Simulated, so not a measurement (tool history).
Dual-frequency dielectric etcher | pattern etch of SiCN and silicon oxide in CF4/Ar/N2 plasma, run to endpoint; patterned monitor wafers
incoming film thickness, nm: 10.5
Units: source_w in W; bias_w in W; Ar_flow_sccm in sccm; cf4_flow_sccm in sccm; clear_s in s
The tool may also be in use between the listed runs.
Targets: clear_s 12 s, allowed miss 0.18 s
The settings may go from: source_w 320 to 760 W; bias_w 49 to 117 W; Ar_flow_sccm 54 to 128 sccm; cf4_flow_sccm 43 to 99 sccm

run  hour  source_w  bias_w  Ar_flow_sccm  cf4_flow_sccm  clear_s
  1     0       540      83            91             71   11.211
  2   5.7       540      83            99             71   11.349
  3  13.8       530      83            99             71   11.455
  4  15.1       530      83            99             65   11.567
  5  17.3       630      83            99             65   9.9751
  6  22.9       610      83            99             65   10.172
  7  25.8       590      83            99             65   10.529
  8  33.6       580      83            99             65   10.689
  9  38.8       570      83            99             65   10.892
 10  42.8       560      83            99             65   11.065
 11  45.9       550      83            99             65    11.17
     49.5  -- Ar flow controller replaced
 12  49.5       540      83            99             65   11.314
 13  56.3       530      83            99             65   11.503

4 next moves are on the table. One of them brings every result within its allowed miss. Which?
  A  63.1       490      80           101             69        ?
  B  63.1       490      82            89             58        ?
  C  63.1       500      81           101             76        ?
  D  63.1       530      70            61             64        ?

move  clear_s
   A   12.411
   B   12.383
   C   12.023
   D   11.547
A: takes the result that was furthest off past its target
B: takes the result that was furthest off past its target
C: meets every target
D: nearer than the last run, and not there yet
Move C is the one to make.

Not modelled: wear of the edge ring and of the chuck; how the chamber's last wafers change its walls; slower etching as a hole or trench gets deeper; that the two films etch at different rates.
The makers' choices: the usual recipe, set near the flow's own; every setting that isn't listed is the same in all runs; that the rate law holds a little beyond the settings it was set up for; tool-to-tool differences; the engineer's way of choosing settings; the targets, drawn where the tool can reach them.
